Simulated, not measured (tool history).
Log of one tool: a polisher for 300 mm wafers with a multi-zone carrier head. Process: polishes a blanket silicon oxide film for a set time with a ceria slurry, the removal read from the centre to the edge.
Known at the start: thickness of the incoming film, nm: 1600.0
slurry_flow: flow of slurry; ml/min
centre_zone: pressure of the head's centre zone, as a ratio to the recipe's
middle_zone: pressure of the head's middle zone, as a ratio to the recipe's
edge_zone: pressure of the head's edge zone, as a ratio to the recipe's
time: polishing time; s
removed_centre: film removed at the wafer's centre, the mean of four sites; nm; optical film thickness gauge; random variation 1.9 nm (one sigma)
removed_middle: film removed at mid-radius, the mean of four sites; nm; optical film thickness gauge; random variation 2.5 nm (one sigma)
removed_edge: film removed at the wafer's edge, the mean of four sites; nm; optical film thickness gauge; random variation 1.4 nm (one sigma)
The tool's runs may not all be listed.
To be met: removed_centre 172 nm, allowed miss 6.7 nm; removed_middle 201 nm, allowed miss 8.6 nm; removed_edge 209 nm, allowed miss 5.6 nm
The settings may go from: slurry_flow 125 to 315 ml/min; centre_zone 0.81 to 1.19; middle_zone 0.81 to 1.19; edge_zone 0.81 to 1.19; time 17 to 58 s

| run | hour | slurry_flow | centre_zone | middle_zone | edge_zone | time | removed_centre | removed_middle | removed_edge |
|---|---|---|---|---|---|---|---|---|---|
| 1 | 0 | 205 | 1 | 1 | 1 | 37 | 135.25 | 135.23 | 138.75 |
| 2 | 8.2 | 205 | 1.04 | 1 | 1 | 37 | 138.87 | 136.58 | 140.89 |
| 3 | 9.7 | 205 | 1.04 | 0.95 | 1 | 37 | 141.77 | 132.73 | 140.26 |
| 4 | 16 | 245 | 1.04 | 0.95 | 1 | 37 | 147.93 | 137.24 | 145.7 |
| 5 | 23.7 | 245 | 0.99 | 0.95 | 1 | 37 | 141.85 | 136.24 | 144.85 |
| 6 | 24.8 | 245 | 0.99 | 0.95 | 1 | 43 | 161.68 | 157.38 | 169.48 |
| 7 | 33 | 250 | 0.98 | 0.98 | 1.03 | 44 | 166.05 | 165.95 | 175.75 |
| 8 | 39.2 | 255 | 0.96 | 1 | 1.05 | 45 | 165.73 | 175.9 | 180.71 |
| 9 | 43.4 | 260 | 0.95 | 1 | 1.07 | 46 | 171.12 | 176.57 | 187.35 |
| 10 | 51.5 | 265 | 0.93 | 1.01 | 1.08 | 47 | 167.99 | 186.21 | 195.84 |
| 11 | 53.3 | 270 | 0.93 | 1.02 | 1.09 | 47 | 166.48 | 189.6 | 195.14 |
| 12 | 54.8 | 275 | 0.93 | 1.02 | 1.1 | 47 | 171.22 | 188.65 | 194.11 |
| 13 | 62.6 | 275 | 0.92 | 1.02 | 1.1 | 47 | 170.29 | 184.86 | 196.2 |

4 next moves are on the table. One of them brings every result within its allowed miss. Which?
| A | 70.4 | 300 | 0.87 | 0.99 | 1.14 | 45 | ? | ? | ? |
| B | 70.4 | 310 | 0.91 | 1.07 | 1.19 | 47 | ? | ? | ? |
| C | 70.4 | 290 | 0.98 | 1.14 | 1 | 49 | ? | ? | ? |
| D | 70.4 | 275 | 0.93 | 0.97 | 1.15 | 47 | ? | ? | ? |

| move | removed_centre | removed_middle | removed_edge |
|---|---|---|---|
| A | 155.23 | 177.87 | 196.11 |
| B | 170.72 | 199.39 | 210.01 |
| C | 189.63 | 217.14 | 198.83 |
| D | 170.6 | 179.93 | 203.62 |
A: further off than the last run
B: meets every target
C: further off than the last run
D: brings the result that was furthest off to its target, and leaves another outside
Answer: B
